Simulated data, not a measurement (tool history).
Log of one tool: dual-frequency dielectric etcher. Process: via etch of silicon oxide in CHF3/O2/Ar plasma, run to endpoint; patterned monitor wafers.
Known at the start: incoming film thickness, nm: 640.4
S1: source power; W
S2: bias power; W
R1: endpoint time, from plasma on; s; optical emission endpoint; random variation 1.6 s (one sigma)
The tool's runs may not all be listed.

run 1 hour=0 | S1=480 S2=166 | R1=332.28
run 2 hour=9 | S1=440 S2=164 | R1=343.61
run 3 hour=16.7 | S1=440 S2=136 | R1=364.83
run 4 hour=24.1 | S1=430 S2=135 | R1=369.05
run 5 hour=27.7 | S1=500 S2=135 | R1=351.52
run 6 hour=32 | S1=500 S2=124 | R1=359.35

Run 7 comes next. What will it give?
run 7 hour=37.4 | S1=480 S2=123 | R1=?

{"run 7": {"R1": 366.68}}
